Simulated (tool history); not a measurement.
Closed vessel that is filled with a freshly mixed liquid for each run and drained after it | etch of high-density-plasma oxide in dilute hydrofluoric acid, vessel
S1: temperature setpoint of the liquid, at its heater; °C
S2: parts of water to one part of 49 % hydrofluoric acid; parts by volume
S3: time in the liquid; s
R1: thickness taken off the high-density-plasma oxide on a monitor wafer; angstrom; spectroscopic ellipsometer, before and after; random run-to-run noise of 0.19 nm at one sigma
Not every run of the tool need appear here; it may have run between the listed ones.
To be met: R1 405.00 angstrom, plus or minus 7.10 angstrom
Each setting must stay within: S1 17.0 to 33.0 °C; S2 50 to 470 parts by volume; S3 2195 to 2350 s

run    day    S1   S2    S3      R1
  1  0.000  25.0  260  2195  506.23
  2  0.388  23.5  260  2195  477.43
  3  0.592  23.5  190  2195  706.35
  4  0.683  23.5  190  2350  753.84
  5  1.067  22.0  210  2350  631.27
  6  1.317  19.0  210  2350  562.63
  7  1.462  18.5  220  2350  521.12
  8  1.667  18.0  230  2350  487.90
  9  1.904  17.0  265  2350  394.94

Exercise: of the 4 proposed moves below, exactly one satisfies all targets within the stated allowed misses. Which move is it?
  A  2.142  17.5  265  2270   ?
  B  2.142  18.0  270  2220   ?
  C  2.142  20.0  280  2195   ?
  D  2.142  17.0  255  2295   ?

move      R1
   A  386.39
   B  376.38
   C  383.33
   D  401.69
A: moves away from the targets compared with the last run
B: moves away from the targets compared with the last run
C: moves away from the targets compared with the last run
D: in spec on every target
So the answer is move D, the one that meets all the targets.

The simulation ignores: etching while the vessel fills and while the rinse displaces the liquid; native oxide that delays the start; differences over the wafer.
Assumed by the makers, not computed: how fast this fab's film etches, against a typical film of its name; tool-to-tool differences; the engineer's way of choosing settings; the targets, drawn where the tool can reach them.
